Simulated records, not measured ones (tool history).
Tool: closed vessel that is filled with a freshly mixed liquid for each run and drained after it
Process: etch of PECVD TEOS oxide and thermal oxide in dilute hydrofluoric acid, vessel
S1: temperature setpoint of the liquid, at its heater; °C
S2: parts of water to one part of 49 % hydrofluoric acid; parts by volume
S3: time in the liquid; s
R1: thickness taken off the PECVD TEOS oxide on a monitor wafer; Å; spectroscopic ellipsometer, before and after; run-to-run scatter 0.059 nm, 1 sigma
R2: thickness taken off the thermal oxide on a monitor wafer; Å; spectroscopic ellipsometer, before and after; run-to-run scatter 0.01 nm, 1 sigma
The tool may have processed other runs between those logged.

run	day	S1	S2	S3	R1	R2
1	0.000	20.0	65	75	259.450	41.890
2	0.192	21.5	65	75	274.280	44.288
3	0.329	23.0	65	75	293.510	47.256
4	0.467	23.0	55	75	351.290	57.162
5	0.596	23.0	55	95	445.120	71.981
6	0.871	21.5	70	90	305.270	49.301
7	1.217	21.5	70	90	304.970	49.162
8	1.275	20.5	80	85	238.340	38.913
# day 1.579: thermometer replaced
9	1.579	19.5	90	80	207.520	33.562
10	1.721	19.0	95	70	167.300	27.012
11	1.962	19.0	95	70	165.230	27.152
12	2.325	18.5	100	65	142.800	23.318
13	2.688	18.0	105	60	122.910	19.735
14	2.971	17.5	110	60	113.720	18.731
15	3.021	17.5	110	55	104.930	17.062

What does the tool deliver on the next run?
16	3.342	17.0	115	55	?	?

R1: 97.484 Å
R2: 15.714 Å
